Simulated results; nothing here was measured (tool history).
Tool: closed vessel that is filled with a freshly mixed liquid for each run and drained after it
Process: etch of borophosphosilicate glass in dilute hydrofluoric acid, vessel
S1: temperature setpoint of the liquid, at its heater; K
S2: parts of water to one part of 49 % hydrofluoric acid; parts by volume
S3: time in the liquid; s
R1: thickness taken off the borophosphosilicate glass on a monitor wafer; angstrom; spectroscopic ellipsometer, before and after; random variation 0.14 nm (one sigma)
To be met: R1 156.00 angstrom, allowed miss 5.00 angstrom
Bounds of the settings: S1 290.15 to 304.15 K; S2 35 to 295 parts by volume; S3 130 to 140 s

Run 1, day 0.000: S1 296.15 K, S2 165 parts by volume, S3 130 s. Result: R1 238.71 angstrom.
Run 2, day 0.275: S1 294.15 K, S2 175 parts by volume, S3 130 s. Result: R1 208.06 angstrom.
Run 3, day 0.483: S1 290.65 K, S2 175 parts by volume, S3 130 s. Result: R1 177.80 angstrom.
Run 4, day 0.829: S1 290.65 K, S2 175 parts by volume, S3 140 s. Result: R1 192.74 angstrom.
Run 5, day 0.896: S1 290.65 K, S2 185 parts by volume, S3 140 s. Result: R1 179.75 angstrom.
Run 6, day 1.017: S1 293.15 K, S2 185 parts by volume, S3 140 s. Result: R1 198.85 angstrom.
Run 7, day 1.267: S1 292.15 K, S2 190 parts by volume, S3 140 s. Result: R1 185.04 angstrom.
Run 8, day 1.296: S1 291.65 K, S2 195 parts by volume, S3 140 s. Result: R1 177.09 angstrom.
Run 9, day 1.525: S1 291.15 K, S2 200 parts by volume, S3 140 s. Result: R1 169.64 angstrom.
Run 10, day 1.754: S1 290.65 K, S2 200 parts by volume, S3 140 s. Result: R1 164.26 angstrom.

4 next moves are on the table. One of them brings every result within its allowed miss. Which?
Run A, day 1.983: S1 290.15 K, S2 170 parts by volume, S3 130 s. Result: R1 ?.
Run B, day 1.983: S1 290.65 K, S2 190 parts by volume, S3 140 s. Result: R1 ?.
Run C, day 1.983: S1 291.15 K, S2 190 parts by volume, S3 140 s. Result: R1 ?.
Run D, day 1.983: S1 290.65 K, S2 210 parts by volume, S3 140 s. Result: R1 ?.

move      R1
   A  180.28
   B  173.93
   C  177.43
   D  154.48
A: further off than the last run
B: further off than the last run
C: further off than the last run
D: meets every target
The right move is D.
